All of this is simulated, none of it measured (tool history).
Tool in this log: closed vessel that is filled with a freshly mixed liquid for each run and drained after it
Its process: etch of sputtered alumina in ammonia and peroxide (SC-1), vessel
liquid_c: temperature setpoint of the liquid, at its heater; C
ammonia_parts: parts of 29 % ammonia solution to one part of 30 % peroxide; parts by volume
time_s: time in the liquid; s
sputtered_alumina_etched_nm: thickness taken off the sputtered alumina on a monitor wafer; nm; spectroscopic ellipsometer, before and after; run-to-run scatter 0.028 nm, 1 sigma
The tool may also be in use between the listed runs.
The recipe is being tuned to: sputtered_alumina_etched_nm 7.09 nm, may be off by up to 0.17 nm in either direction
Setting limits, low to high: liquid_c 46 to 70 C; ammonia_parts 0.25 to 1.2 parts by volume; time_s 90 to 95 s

{"run": 1, "hour": 0.0, "liquid_c": 62, "ammonia_parts": 0.95, "time_s": 90, "sputtered_alumina_etched_nm": 8.26}
{"run": 2, "hour": 1.9, "liquid_c": 65, "ammonia_parts": 0.95, "time_s": 90, "sputtered_alumina_etched_nm": 9.5387}
{"run": 3, "hour": 5.7, "liquid_c": 63, "ammonia_parts": 0.95, "time_s": 90, "sputtered_alumina_etched_nm": 8.6393}
{"run": 4, "hour": 9.9, "liquid_c": 63, "ammonia_parts": 0.95, "time_s": 95, "sputtered_alumina_etched_nm": 9.1166}
{"run": 5, "hour": 10.4, "liquid_c": 61.5, "ammonia_parts": 0.95, "time_s": 95, "sputtered_alumina_etched_nm": 8.4909}
{"run": 6, "hour": 17.6, "liquid_c": 55.5, "ammonia_parts": 0.95, "time_s": 95, "sputtered_alumina_etched_nm": 6.1768}
{"run": 7, "hour": 22.0, "liquid_c": 56.5, "ammonia_parts": 0.95, "time_s": 95, "sputtered_alumina_etched_nm": 6.5303}
{"run": 8, "hour": 25.7, "liquid_c": 57, "ammonia_parts": 0.95, "time_s": 95, "sputtered_alumina_etched_nm": 6.7123}
{"hour": 33.2, "done": "thermometer replaced"}
{"run": 9, "hour": 33.2, "liquid_c": 57.5, "ammonia_parts": 0.95, "time_s": 95, "sputtered_alumina_etched_nm": 7.7195}
{"run": 10, "hour": 40.7, "liquid_c": 57, "ammonia_parts": 0.95, "time_s": 95, "sputtered_alumina_etched_nm": 7.5497}
{"run": 11, "hour": 44.0, "liquid_c": 56.5, "ammonia_parts": 0.95, "time_s": 95, "sputtered_alumina_etched_nm": 7.3695}
{"run": 12, "hour": 49.4, "liquid_c": 56.5, "ammonia_parts": 0.95, "time_s": 95, "sputtered_alumina_etched_nm": 7.3959}

Next run, 5 choices. One meets every target within its allowed miss, the rest don't. Which?
{"run": "A", "hour": 54.8, "liquid_c": 57.5, "ammonia_parts": 0.95, "time_s": 95, "sputtered_alumina_etched_nm": "?"}
{"run": "B", "hour": 54.8, "liquid_c": 57.5, "ammonia_parts": 0.85, "time_s": 95, "sputtered_alumina_etched_nm": "?"}
{"run": "C", "hour": 54.8, "liquid_c": 55.5, "ammonia_parts": 1, "time_s": 90, "sputtered_alumina_etched_nm": "?"}
{"run": "D", "hour": 54.8, "liquid_c": 57, "ammonia_parts": 0.95, "time_s": 95, "sputtered_alumina_etched_nm": "?"}
{"run": "E", "hour": 54.8, "liquid_c": 57, "ammonia_parts": 0.85, "time_s": 90, "sputtered_alumina_etched_nm": "?"}

move=A sputtered_alumina_etched_nm=7.8175
move=B sputtered_alumina_etched_nm=7.7357
move=C sputtered_alumina_etched_nm=6.6998
move=D sputtered_alumina_etched_nm=7.6159
move=E sputtered_alumina_etched_nm=7.1395
A: misses by more than the last run did
B: misses by more than the last run did
C: moves the result that the last run missed by most past its target, out the other side
D: misses by more than the last run did
E: all results land within tolerance of their targets
Answer: E
